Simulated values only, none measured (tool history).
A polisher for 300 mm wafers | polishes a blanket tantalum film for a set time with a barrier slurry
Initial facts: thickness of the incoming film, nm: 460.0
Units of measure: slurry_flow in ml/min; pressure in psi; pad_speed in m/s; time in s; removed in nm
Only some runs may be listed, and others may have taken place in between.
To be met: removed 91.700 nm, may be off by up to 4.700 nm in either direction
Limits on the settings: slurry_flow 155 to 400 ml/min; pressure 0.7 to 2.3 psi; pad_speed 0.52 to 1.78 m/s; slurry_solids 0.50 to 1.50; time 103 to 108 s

run    day  slurry_flow  pressure  pad_speed  slurry_solids  time  removed
  1  0.000          255       1.5       1.14           1.00   103  151.790
  2  0.333          255       1.3       1.12           1.00   103  136.080
  3  0.654          255       1.3       1.12           1.00   103  141.100
  4  0.788          255       1.7       1.12           1.00   103  176.700
  5  1.054          255       1.7       0.86           1.00   103  140.660
  6  1.392          255       2.0       0.86           1.00   103  167.350
  7  1.592          255       1.8       0.84           1.00   103  145.010
  8  1.888          255       1.6       0.82           1.00   103  127.530
  9  1.996          255       1.5       0.80           1.00   103  117.620
 10  2.167          255       1.5       0.80           1.00   103  115.360
 11  2.421          255       1.4       0.80           1.00   103  112.140
 12  2.696          255       1.3       0.80           1.00   103  104.680
 13  2.875          255       1.2       0.80           1.00   103   97.965

Next run, 5 choices. One meets every target within its allowed miss, the rest don't. Which?
  A  3.054          235       1.2       0.66           1.00   103        ?
  B  3.054          260       1.2       0.88           0.85   108        ?
  C  3.054          245       1.2       0.78           1.05   108        ?
  D  3.054          305       1.3       0.60           1.05   108        ?
  E  3.054          255       1.2       0.88           1.10   104        ?

move  removed
   A   86.147
   B  106.580
   C  104.370
   D   94.128
   E  112.340
A: takes the result that was furthest off past its target
B: lands further from the targets than the last run did
C: lands further from the targets than the last run did
D: hits every target within its allowed miss
E: lands further from the targets than the last run did
Answer: D
